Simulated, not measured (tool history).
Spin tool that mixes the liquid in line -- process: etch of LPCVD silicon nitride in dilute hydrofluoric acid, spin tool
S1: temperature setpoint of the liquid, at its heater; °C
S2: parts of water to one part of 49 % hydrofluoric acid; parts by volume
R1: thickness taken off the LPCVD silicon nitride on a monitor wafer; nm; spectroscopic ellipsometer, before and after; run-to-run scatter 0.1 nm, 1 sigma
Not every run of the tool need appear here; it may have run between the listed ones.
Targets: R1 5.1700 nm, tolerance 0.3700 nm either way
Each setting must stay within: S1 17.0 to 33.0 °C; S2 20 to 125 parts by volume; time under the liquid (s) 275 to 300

Run 1, hour 0.0: S1 25.0 °C, S2 70 parts by volume, time under the liquid (s) 275. Result: R1 1.8153 nm.
Run 2, hour 3.1: S1 27.0 °C, S2 60 parts by volume, time under the liquid (s) 275. Result: R1 2.4108 nm.
Run 3, hour 5.1: S1 27.0 °C, S2 70 parts by volume, time under the liquid (s) 275. Result: R1 2.0914 nm.
Run 4, hour 7.9: S1 28.5 °C, S2 60 parts by volume, time under the liquid (s) 275. Result: R1 2.5974 nm.
Run 5, hour 14.7: S1 29.5 °C, S2 50 parts by volume, time under the liquid (s) 275. Result: R1 3.4471 nm.
Run 6, hour 21.7: S1 26.5 °C, S2 50 parts by volume, time under the liquid (s) 275. Result: R1 2.7862 nm.
Run 7, hour 24.5: S1 28.0 °C, S2 45 parts by volume, time under the liquid (s) 275. Result: R1 3.4656 nm.
Run 8, hour 25.9: S1 29.0 °C, S2 45 parts by volume, time under the liquid (s) 275. Result: R1 3.6758 nm.
Run 9, hour 30.7: S1 30.0 °C, S2 45 parts by volume, time under the liquid (s) 275. Result: R1 3.8088 nm.
Run 10, hour 32.2: S1 30.5 °C, S2 45 parts by volume, time under the liquid (s) 275. Result: R1 4.0419 nm.

4 candidate next runs follow, results not yet known. Just one meets every target within its allowed miss. Identify it.
Run A, hour 33.7: S1 31.5 °C, S2 40 parts by volume, time under the liquid (s) 285. Result: R1 ?.
Run B, hour 33.7: S1 30.0 °C, S2 40 parts by volume, time under the liquid (s) 275. Result: R1 ?.
Run C, hour 33.7: S1 30.5 °C, S2 45 parts by volume, time under the liquid (s) 300. Result: R1 ?.
Run D, hour 33.7: S1 33.0 °C, S2 50 parts by volume, time under the liquid (s) 275. Result: R1 ?.

move      R1
   A  5.0854
   B  4.4543
   C  4.4690
   D  4.3281
A: in spec on every target
B: closer than the last run, but not yet in spec
C: closer than the last run, but not yet in spec
D: closer than the last run, but not yet in spec
Correct choice: A, which meets every target
